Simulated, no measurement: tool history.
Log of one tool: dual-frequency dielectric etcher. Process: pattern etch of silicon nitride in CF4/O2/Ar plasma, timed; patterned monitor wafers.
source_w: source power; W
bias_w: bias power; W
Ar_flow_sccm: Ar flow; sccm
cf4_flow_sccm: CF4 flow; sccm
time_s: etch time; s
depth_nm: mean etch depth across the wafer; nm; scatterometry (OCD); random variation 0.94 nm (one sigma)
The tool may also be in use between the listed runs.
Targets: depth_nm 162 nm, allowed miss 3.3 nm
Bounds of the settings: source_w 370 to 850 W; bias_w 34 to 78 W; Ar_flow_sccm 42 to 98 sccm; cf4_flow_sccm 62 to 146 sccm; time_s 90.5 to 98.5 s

run 1 day=0 | source_w=610 bias_w=56 Ar_flow_sccm=70 cf4_flow_sccm=104 time_s=98.5 | depth_nm=229.59
run 2 day=0.288 | source_w=580 bias_w=56 Ar_flow_sccm=70 cf4_flow_sccm=104 time_s=98.5 | depth_nm=219.22
run 3 day=0.592 | source_w=560 bias_w=56 Ar_flow_sccm=70 cf4_flow_sccm=104 time_s=98.5 | depth_nm=212.54
run 4 day=0.921 | source_w=560 bias_w=62 Ar_flow_sccm=70 cf4_flow_sccm=104 time_s=98.5 | depth_nm=221.67
run 5 day=1.258 | source_w=540 bias_w=61 Ar_flow_sccm=70 cf4_flow_sccm=104 time_s=98.5 | depth_nm=212.95
run 6 day=1.483 | source_w=540 bias_w=61 Ar_flow_sccm=66 cf4_flow_sccm=104 time_s=98.5 | depth_nm=213.38
run 7 day=1.654 | source_w=520 bias_w=61 Ar_flow_sccm=66 cf4_flow_sccm=104 time_s=98.5 | depth_nm=205.4
run 8 day=1.829 | source_w=500 bias_w=61 Ar_flow_sccm=66 cf4_flow_sccm=104 time_s=98.5 | depth_nm=198
run 9 day=1.892 | source_w=490 bias_w=61 Ar_flow_sccm=66 cf4_flow_sccm=104 time_s=98.5 | depth_nm=198.39
run 10 day=2.117 | source_w=480 bias_w=60 Ar_flow_sccm=66 cf4_flow_sccm=104 time_s=98.5 | depth_nm=194.68
run 11 day=2.292 | source_w=370 bias_w=55 Ar_flow_sccm=68 cf4_flow_sccm=102 time_s=98 | depth_nm=148.94
run 12 day=2.4 | source_w=370 bias_w=55 Ar_flow_sccm=68 cf4_flow_sccm=102 time_s=98 | depth_nm=146.83
run 13 day=2.504 | source_w=450 bias_w=56 Ar_flow_sccm=68 cf4_flow_sccm=102 time_s=98 | depth_nm=175.21
run 14 day=2.696 | source_w=420 bias_w=56 Ar_flow_sccm=68 cf4_flow_sccm=102 time_s=98 | depth_nm=166.1

5 next moves are on the table. One of them brings every result within its allowed miss. Which?
run A day=2.888 | source_w=520 bias_w=40 Ar_flow_sccm=75 cf4_flow_sccm=99 time_s=90.5 | depth_nm=?
run B day=2.888 | source_w=460 bias_w=53 Ar_flow_sccm=66 cf4_flow_sccm=105 time_s=94 | depth_nm=?
run C day=2.888 | source_w=460 bias_w=53 Ar_flow_sccm=74 cf4_flow_sccm=138 time_s=91.5 | depth_nm=?
run D day=2.888 | source_w=430 bias_w=56 Ar_flow_sccm=79 cf4_flow_sccm=116 time_s=98.5 | depth_nm=?
run E day=2.888 | source_w=430 bias_w=59 Ar_flow_sccm=66 cf4_flow_sccm=99 time_s=98.5 | depth_nm=?

move=A depth_nm=164.48
move=B depth_nm=171.24
move=C depth_nm=170.76
move=D depth_nm=171.67
move=E depth_nm=173.74
A: meets every target
B: further off than the last run
C: further off than the last run
D: further off than the last run
E: further off than the last run
Move A is the one to make.

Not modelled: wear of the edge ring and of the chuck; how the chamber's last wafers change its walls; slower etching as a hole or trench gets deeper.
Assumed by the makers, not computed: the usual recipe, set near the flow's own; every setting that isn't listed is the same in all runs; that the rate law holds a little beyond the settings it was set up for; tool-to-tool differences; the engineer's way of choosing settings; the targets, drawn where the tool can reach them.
